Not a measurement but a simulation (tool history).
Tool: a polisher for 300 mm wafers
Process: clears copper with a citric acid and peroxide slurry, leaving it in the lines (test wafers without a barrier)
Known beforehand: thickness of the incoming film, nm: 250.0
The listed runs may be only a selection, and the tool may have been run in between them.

run,hour,flow of slurry (ml/min),pressure of the wafer on the pad (kPa),speed of the pad under the wafer (cm/s),abrasive content of the slurry,overpolish time after the end point (s),time until the end point was called (s),dishing of a wide line in a test structure (nm)
1,0.0,185,22.1,124,1.0,29,77.255,55.164
2,7.8,185,20.0,128,1.0,25,82.693,45.569
3,15.2,140,20.0,128,1.0,25,87.770,45.226
4,17.0,165,17.9,130,1.0,22,95.994,37.878
5,23.3,185,16.5,136,1.0,20,93.417,34.393
6,23.9,205,15.2,142,0.9,18,103.020,29.574
7,27.9,220,14.5,150,0.9,16,100.470,26.565

The next listed run, before its measurement:
8,35.9,230,13.8,158,0.9,15,?,?

{"run 8": {"time until the end point was called (s)": 99.072, "dishing of a wide line in a test structure (nm)": 25.099}}

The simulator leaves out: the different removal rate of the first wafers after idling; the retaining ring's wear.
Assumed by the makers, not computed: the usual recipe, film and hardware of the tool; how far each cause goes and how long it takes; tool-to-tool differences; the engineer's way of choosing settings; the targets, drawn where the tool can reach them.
